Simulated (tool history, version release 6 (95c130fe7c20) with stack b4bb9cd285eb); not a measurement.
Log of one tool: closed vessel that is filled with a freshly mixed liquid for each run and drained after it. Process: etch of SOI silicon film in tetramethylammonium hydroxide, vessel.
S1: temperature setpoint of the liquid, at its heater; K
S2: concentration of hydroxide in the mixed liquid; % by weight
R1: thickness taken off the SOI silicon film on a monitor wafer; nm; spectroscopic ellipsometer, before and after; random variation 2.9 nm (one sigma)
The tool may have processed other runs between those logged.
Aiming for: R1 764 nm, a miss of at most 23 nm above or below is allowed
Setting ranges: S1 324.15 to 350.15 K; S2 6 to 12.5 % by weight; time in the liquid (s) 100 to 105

run 1 day=0 | S1=337.15 S2=8.5 time_in_the_liquid_(s)=100 | R1=463.2
run 2 day=0.138 | S1=337.15 S2=7 time_in_the_liquid_(s)=100 | R1=488.61
run 3 day=0.396 | S1=338.65 S2=7 time_in_the_liquid_(s)=100 | R1=535.38
run 4 day=0.679 | S1=339.65 S2=7 time_in_the_liquid_(s)=100 | R1=566.22
run 5 day=1.05 | S1=335.15 S2=7 time_in_the_liquid_(s)=100 | R1=433.12
run 6 day=1.292 | S1=339.65 S2=7 time_in_the_liquid_(s)=100 | R1=563.17
run 7 day=1.562 | S1=340.65 S2=7 time_in_the_liquid_(s)=100 | R1=601.57
run 8 day=1.633 | S1=341.65 S2=7 time_in_the_liquid_(s)=100 | R1=643.86
run 9 day=2.008 | S1=342.15 S2=7 time_in_the_liquid_(s)=100 | R1=657.77
run 10 day=2.275 | S1=342.65 S2=7 time_in_the_liquid_(s)=100 | R1=680.99
run 11 day=2.546 | S1=343.15 S2=7 time_in_the_liquid_(s)=100 | R1=699.9
run 12 day=2.658 | S1=343.15 S2=7 time_in_the_liquid_(s)=100 | R1=700.04
run 13 day=2.838 | S1=343.65 S2=7 time_in_the_liquid_(s)=100 | R1=718.69

Pick the move, out of 4, that brings all results within their allowed miss; only one does.
run A day=3.017 | S1=344.15 S2=8 time_in_the_liquid_(s)=100 | R1=?
run B day=3.017 | S1=343.65 S2=7 time_in_the_liquid_(s)=105 | R1=?
run C day=3.017 | S1=343.15 S2=7.5 time_in_the_liquid_(s)=100 | R1=?
run D day=3.017 | S1=343.15 S2=6 time_in_the_liquid_(s)=100 | R1=?

move=A R1=711.88
move=B R1=754.16
move=C R1=684.45
move=D R1=723.59
A: misses by more than the last run did
B: hits every target within its allowed miss
C: misses by more than the last run did
D: nearer the targets than the last run, but a result is still out of spec
Correct choice: B, which meets every target

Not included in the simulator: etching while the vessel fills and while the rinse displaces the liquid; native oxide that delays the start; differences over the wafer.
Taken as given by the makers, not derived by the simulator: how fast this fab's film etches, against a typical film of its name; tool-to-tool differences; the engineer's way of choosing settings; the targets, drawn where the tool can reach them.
